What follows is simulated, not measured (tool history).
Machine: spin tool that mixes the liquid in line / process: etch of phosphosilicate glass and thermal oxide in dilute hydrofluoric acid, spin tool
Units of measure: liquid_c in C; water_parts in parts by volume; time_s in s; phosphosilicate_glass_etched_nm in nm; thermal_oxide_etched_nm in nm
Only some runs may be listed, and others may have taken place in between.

run,hour,liquid_c,water_parts,time_s,phosphosilicate_glass_etched_nm,thermal_oxide_etched_nm
1,0,25,290,45,11.952,0.61336
2,8,25,290,30,7.8206,0.39786
3,15.6,25.5,290,30,7.9906,0.37816
4,18.4,25.5,225,30,11.099,0.55384
5,27.4,25.5,225,40,14.704,0.74866
6,32.6,23.5,225,40,13.575,0.64681

Predict the results of run 7:
# hour 40.5: hydrofluoric acid flow meter replaced
7,40.5,23.5,225,40,?,?

phosphosilicate_glass_etched_nm: 14.813 nm
thermal_oxide_etched_nm: 0.7439 nm

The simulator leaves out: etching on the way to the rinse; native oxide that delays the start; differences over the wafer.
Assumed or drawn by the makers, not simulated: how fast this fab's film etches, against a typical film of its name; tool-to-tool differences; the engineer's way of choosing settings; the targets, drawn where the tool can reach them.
